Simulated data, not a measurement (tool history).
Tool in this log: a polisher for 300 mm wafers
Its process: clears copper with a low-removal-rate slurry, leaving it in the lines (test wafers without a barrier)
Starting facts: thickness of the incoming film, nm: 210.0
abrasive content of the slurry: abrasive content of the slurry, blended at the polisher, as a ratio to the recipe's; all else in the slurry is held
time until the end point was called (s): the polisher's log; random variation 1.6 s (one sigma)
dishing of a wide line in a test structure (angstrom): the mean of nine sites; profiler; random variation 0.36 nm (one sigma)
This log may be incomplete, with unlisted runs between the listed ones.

run	hour	flow of slurry (ml/min)	pressure of the wafer on the pad (kPa)	speed of the pad under the wafer (m/s)	abrasive content of the slurry	overpolish time after the end point (s)	time until the end point was called (s)	dishing of a wide line in a test structure (angstrom)
1	0	270	19.3	1.02	1	15	64.705	325.7
2	4	270	18.6	1.02	1	14	65.092	303.95
3	11.2	270	18.6	1.02	0.85	14	69.981	303.1
4	15.5	270	18.6	1.02	1	14	68.541	311.69
5	23.4	270	17.9	1.02	1	13	69.579	285.06
6	27.1	270	17.2	1.02	1	12	72.574	263.41

What will run 7 give?
7	30.3	270	16.5	1.02	1	11	?	?

{"run 7": {"time until the end point was called (s)": 74.849, "dishing of a wide line in a test structure (angstrom)": 227.67}}
